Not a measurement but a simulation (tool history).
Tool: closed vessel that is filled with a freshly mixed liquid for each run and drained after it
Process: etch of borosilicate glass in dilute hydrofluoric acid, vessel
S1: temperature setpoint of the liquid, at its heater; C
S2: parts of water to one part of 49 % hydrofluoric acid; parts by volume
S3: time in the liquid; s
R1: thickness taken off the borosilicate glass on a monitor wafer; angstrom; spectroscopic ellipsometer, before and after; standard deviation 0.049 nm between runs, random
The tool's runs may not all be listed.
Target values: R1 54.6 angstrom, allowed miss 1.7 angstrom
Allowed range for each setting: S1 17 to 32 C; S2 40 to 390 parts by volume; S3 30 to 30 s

| run | hour | S1 | S2 | S3 | R1 |
|---|---|---|---|---|---|
| 1 | 0 | 24 | 215 | 30 | 59.214 |
| 2 | 4 | 24 | 285 | 30 | 42.409 |
| 3 | 11.2 | 25.5 | 285 | 30 | 44.673 |
| 4 | 18.5 | 25.5 | 360 | 30 | 33.172 |
| 5 | 20.3 | 27 | 345 | 30 | 36.619 |
| 6 | 29.2 | 28 | 335 | 30 | 38.532 |
| 7 | 35.6 | 28.5 | 320 | 30 | 42.79 |
| 8 | 41.7 | 29 | 315 | 30 | 44.235 |
| 9 | 44.4 | 29.5 | 310 | 30 | 46.255 |
| 10 | 45.8 | 30 | 305 | 30 | 47.936 |
| 11 | 47 | 30.5 | 300 | 30 | 48.894 |
| 12 | 48.8 | 31 | 295 | 30 | 50.685 |
| 13 | 54.9 | 31 | 295 | 30 | 51.54 |
|  | 58.8 | thermometer replaced |
| 14 | 58.8 | 32 | 290 | 30 | 57.317 |
| 15 | 59.8 | 31.5 | 290 | 30 | 56.828 |

4 candidate next runs follow, results not yet known. Just one meets every target within its allowed miss. Identify it.
| A | 60.8 | 27.5 | 250 | 30 | ? |
| B | 60.8 | 30.5 | 275 | 30 | ? |
| C | 60.8 | 30 | 275 | 30 | ? |
| D | 60.8 | 32 | 305 | 30 | ? |

| move | R1 |
|---|---|
| A | 59.843 |
| B | 58.483 |
| C | 57.536 |
| D | 53.461 |
A: misses by more than the last run did
B: misses by more than the last run did
C: misses by more than the last run did
D: meets every target
The right move is D.

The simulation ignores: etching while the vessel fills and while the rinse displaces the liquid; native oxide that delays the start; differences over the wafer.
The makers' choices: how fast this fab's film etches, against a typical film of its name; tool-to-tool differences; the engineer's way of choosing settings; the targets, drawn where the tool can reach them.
